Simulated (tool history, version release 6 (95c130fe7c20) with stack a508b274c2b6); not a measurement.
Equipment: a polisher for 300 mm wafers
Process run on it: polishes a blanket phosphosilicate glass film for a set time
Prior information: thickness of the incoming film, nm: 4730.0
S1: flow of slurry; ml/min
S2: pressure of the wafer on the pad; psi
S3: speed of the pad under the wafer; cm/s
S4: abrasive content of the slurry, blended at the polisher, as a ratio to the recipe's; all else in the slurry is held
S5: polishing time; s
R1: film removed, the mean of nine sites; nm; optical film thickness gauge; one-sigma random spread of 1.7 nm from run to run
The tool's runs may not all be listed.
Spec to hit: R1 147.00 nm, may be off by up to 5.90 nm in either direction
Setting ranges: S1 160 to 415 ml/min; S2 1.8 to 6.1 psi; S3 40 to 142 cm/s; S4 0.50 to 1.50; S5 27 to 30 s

run	hour	S1	S2	S3	S4	S5	R1
1	0.0	265	3.9	90	1.00	30	308.33
2	3.3	265	3.4	84	1.00	30	251.08
3	8.6	265	3.4	94	1.00	30	276.48
4	13.7	265	3.7	94	1.00	30	300.57
5	18.6	265	3.2	90	1.00	30	245.83
6	27.2	265	2.9	88	1.00	30	224.52
7	33.7	265	2.6	86	1.00	30	205.85
8	34.3	265	1.8	68	0.95	30	125.87
9	35.0	265	1.9	68	0.95	30	133.23
10	39.0	265	2.0	68	0.95	30	137.27

Consider the 4 candidate settings below. Which is the only one whose results all fall within their allowed miss of target?
A	43.0	205	1.9	70	0.90	30	?
B	43.0	240	1.8	68	0.90	30	?
C	43.0	360	1.8	82	1.20	27	?
D	43.0	305	1.8	80	1.05	27	?

move	R1
A	126.19
B	121.23
C	147.74
D	134.67
A: the biggest miss grows against the last run
B: the biggest miss grows against the last run
C: all results in spec
D: the biggest miss grows against the last run
Go with C: it meets all targets.
